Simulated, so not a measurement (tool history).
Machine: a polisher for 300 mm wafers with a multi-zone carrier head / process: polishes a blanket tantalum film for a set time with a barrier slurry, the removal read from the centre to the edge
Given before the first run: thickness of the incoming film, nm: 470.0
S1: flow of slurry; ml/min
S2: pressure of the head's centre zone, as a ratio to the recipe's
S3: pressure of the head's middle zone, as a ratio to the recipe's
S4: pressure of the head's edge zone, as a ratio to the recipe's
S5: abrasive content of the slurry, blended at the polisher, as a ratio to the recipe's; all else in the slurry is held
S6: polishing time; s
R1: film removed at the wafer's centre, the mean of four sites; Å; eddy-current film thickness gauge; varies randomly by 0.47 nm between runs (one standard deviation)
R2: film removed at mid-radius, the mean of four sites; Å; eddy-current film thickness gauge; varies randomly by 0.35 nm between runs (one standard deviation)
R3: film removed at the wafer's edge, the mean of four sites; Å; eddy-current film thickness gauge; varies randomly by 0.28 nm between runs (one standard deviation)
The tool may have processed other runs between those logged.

run,day,S1,S2,S3,S4,S5,S6,R1,R2,R3
1,0,170,1,1,1,1,69,810.29,786.01,803.09
2,0.3,170,1,0.94,1,1,69,794.9,752.7,803.47
3,0.388,200,1,0.94,1,1,69,828.78,780.36,802.6
4,0.588,215,0.97,0.95,0.96,0.9,62,692.57,691.57,696.27
5,0.729,215,0.97,0.95,0.96,0.8,62,674.89,675.85,682.07
6,0.95,225,0.98,0.98,0.93,0.75,56,613.75,612.59,604.41
# day 1.029: slurry nozzle cleaned
7,1.029,235,0.98,1.02,0.9,0.7,52,583.35,604.02,554.09
8,1.138,225,0.98,1.04,0.88,0.65,50,557.82,575.02,518.7
9,1.483,210,0.97,1.06,0.86,0.6,49,518.28,563.8,490.95
10,1.746,195,0.97,1.06,0.85,0.6,49,515.94,555.7,481.46
11,1.838,180,0.97,1.06,0.84,0.6,49,494.38,551.98,476.62
12,1.888,170,0.98,1.06,0.83,0.6,49,511.01,544.94,475.86
13,1.933,165,0.98,1.07,0.83,0.6,48,494.12,539.14,467.69
14,2.158,160,0.98,1.08,0.83,0.6,47,486.4,530.5,448.15
15,2.379,155,0.98,1.08,0.83,0.6,47,488.85,528.47,446.01

Run 16 has not been measured yet. What should we expect?
16,2.433,150,0.98,1.08,0.83,0.6,47,?,?,?

For run 16 the tool returned R1 471.12 Å, R2 524.68 Å, R3 453.74 Å.

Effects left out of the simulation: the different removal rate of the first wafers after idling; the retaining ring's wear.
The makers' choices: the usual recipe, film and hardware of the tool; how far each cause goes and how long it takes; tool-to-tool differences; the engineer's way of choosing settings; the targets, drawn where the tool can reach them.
